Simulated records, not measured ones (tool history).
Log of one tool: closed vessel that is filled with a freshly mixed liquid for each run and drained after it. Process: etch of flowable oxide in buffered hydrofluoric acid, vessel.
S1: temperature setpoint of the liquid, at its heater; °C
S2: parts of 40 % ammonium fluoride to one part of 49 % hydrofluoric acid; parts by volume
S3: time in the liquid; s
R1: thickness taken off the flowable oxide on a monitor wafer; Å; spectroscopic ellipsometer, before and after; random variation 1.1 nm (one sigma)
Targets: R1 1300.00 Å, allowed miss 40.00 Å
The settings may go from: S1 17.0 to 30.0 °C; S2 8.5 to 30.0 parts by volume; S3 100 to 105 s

| run | day | S1 | S2 | S3 | R1 |
|---|---|---|---|---|---|
| 1 | 0.000 | 22.0 | 23.5 | 100 | 914.26 |
| 2 | 0.179 | 22.5 | 23.5 | 100 | 939.09 |
| 3 | 0.262 | 23.0 | 23.5 | 100 | 954.64 |
| 4 | 0.396 | 23.5 | 23.5 | 100 | 1000.10 |
| 5 | 0.588 | 24.0 | 23.5 | 100 | 1007.10 |
| 6 | 0.904 | 24.5 | 23.5 | 100 | 1061.00 |
| 7 | 1.042 | 25.0 | 23.5 | 100 | 1089.90 |
| 8 | 1.312 | 25.5 | 23.5 | 100 | 1119.90 |
| 9 | 1.608 | 26.0 | 23.5 | 100 | 1138.80 |
|  | 1.688 | thermometer replaced |
| 10 | 1.688 | 27.5 | 23.5 | 100 | 1389.10 |

Which of these 4 next moves meets every target?
| A | 1.767 | 26.5 | 22.5 | 105 | ? |
| B | 1.767 | 28.0 | 25.5 | 105 | ? |
| C | 1.767 | 28.5 | 30.0 | 105 | ? |
| D | 1.767 | 28.0 | 23.0 | 100 | ? |

| move | R1 |
|---|---|
| A | 1423.50 |
| B | 1416.30 |
| C | 1301.80 |
| D | 1447.60 |
A: further off than the last run
B: further off than the last run
C: meets every target
D: further off than the last run
The right move is C.

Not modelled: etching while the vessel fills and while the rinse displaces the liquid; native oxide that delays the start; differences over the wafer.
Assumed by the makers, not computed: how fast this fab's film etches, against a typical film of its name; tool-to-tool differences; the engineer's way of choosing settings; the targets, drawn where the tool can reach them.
